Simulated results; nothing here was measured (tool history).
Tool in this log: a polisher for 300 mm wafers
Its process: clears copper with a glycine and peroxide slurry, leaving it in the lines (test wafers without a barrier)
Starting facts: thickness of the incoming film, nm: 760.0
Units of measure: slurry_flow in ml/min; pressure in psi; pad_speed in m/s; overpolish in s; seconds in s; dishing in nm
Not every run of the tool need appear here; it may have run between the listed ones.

run 1 hour=0 | slurry_flow=195 pressure=2.8 pad_speed=1.28 overpolish=17 | seconds=96.756 dishing=87.863
run 2 hour=1 | slurry_flow=175 pressure=2.8 pad_speed=1.28 overpolish=17 | seconds=96.346 dishing=88.347
run 3 hour=4.6 | slurry_flow=175 pressure=2.9 pad_speed=1.28 overpolish=18 | seconds=93.308 dishing=92.541
run 4 hour=12 | slurry_flow=175 pressure=2.9 pad_speed=1.54 overpolish=18 | seconds=79.267 dishing=104.45
run 5 hour=16.6 | slurry_flow=175 pressure=3.6 pad_speed=1.54 overpolish=18 | seconds=65.201 dishing=118.66
run 6 hour=24.9 | slurry_flow=175 pressure=3.5 pad_speed=1.54 overpolish=19 | seconds=67.534 dishing=123.55
run 7 hour=32.9 | slurry_flow=175 pressure=3.4 pad_speed=1.54 overpolish=20 | seconds=68.496 dishing=127.4

What will run 8 give?
run 8 hour=36.9 | slurry_flow=175 pressure=3.3 pad_speed=1.54 overpolish=21 | seconds=? dishing=?

{"run 8": {"seconds": 69.136, "dishing": 120.15}}
